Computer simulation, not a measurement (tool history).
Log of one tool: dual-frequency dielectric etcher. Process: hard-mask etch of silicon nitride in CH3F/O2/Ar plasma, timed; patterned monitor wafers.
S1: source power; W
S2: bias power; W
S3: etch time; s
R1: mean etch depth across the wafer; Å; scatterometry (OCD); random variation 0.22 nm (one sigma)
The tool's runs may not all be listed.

run	hour	S1	S2	S3	R1
1	0	320	69	84	531.6
2	7.2	350	70	84	553.17
3	15.3	370	71	84	572.13
4	18.7	370	71	84	576.16
5	23.8	380	71	84	580.51
6	31.7	380	71	84	581.71

The next listed run, before its measurement:
7	34.4	390	71	84	?

{"run 7": {"R1": 583.2}}
